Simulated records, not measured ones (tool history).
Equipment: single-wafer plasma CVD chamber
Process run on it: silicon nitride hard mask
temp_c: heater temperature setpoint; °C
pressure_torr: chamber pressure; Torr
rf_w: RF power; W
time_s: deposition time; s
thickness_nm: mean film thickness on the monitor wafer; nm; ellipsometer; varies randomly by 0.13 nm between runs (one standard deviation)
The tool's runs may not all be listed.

{"run": 1, "hour": 0.0, "temp_c": 415, "pressure_torr": 1.16, "rf_w": 280, "time_s": 39.8, "thickness_nm": 36.598}
{"run": 2, "hour": 1.3, "temp_c": 415, "pressure_torr": 1.02, "rf_w": 280, "time_s": 39.8, "thickness_nm": 35.138}
{"run": 3, "hour": 5.6, "temp_c": 419, "pressure_torr": 1.02, "rf_w": 280, "time_s": 39.8, "thickness_nm": 35.183}
{"run": 4, "hour": 14.1, "temp_c": 419, "pressure_torr": 1.1, "rf_w": 290, "time_s": 39.8, "thickness_nm": 36.671}
{"run": 5, "hour": 19.8, "temp_c": 419, "pressure_torr": 1.17, "rf_w": 300, "time_s": 39.8, "thickness_nm": 37.967}
{"run": 6, "hour": 26.8, "temp_c": 419, "pressure_torr": 1.17, "rf_w": 300, "time_s": 38.0, "thickness_nm": 36.221}
{"run": 7, "hour": 34.7, "temp_c": 419, "pressure_torr": 1.22, "rf_w": 310, "time_s": 38.2, "thickness_nm": 37.656}
{"run": 8, "hour": 36.3, "temp_c": 419, "pressure_torr": 1.27, "rf_w": 320, "time_s": 38.4, "thickness_nm": 38.965}
{"run": 9, "hour": 40.4, "temp_c": 419, "pressure_torr": 1.31, "rf_w": 325, "time_s": 38.5, "thickness_nm": 39.775}
{"run": 10, "hour": 42.7, "temp_c": 419, "pressure_torr": 1.34, "rf_w": 330, "time_s": 38.6, "thickness_nm": 40.424}
{"hour": 48.9, "done": "capacitance manometer re-zeroed and calibrated"}
{"run": 11, "hour": 48.9, "temp_c": 419, "pressure_torr": 1.37, "rf_w": 335, "time_s": 38.7, "thickness_nm": 41.842}
{"run": 12, "hour": 49.5, "temp_c": 419, "pressure_torr": 1.4, "rf_w": 335, "time_s": 38.7, "thickness_nm": 42.143}
{"run": 13, "hour": 52.0, "temp_c": 419, "pressure_torr": 1.42, "rf_w": 335, "time_s": 38.7, "thickness_nm": 42.259}
{"run": 14, "hour": 60.3, "temp_c": 419, "pressure_torr": 1.44, "rf_w": 335, "time_s": 38.7, "thickness_nm": 42.553}
{"run": 15, "hour": 67.6, "temp_c": 419, "pressure_torr": 1.46, "rf_w": 335, "time_s": 38.7, "thickness_nm": 42.391}

What does the tool deliver on the next run?
{"run": 16, "hour": 73.9, "temp_c": 419, "pressure_torr": 1.48, "rf_w": 335, "time_s": 38.7, "thickness_nm": "?"}

{"run 16": {"thickness_nm": 42.917}}
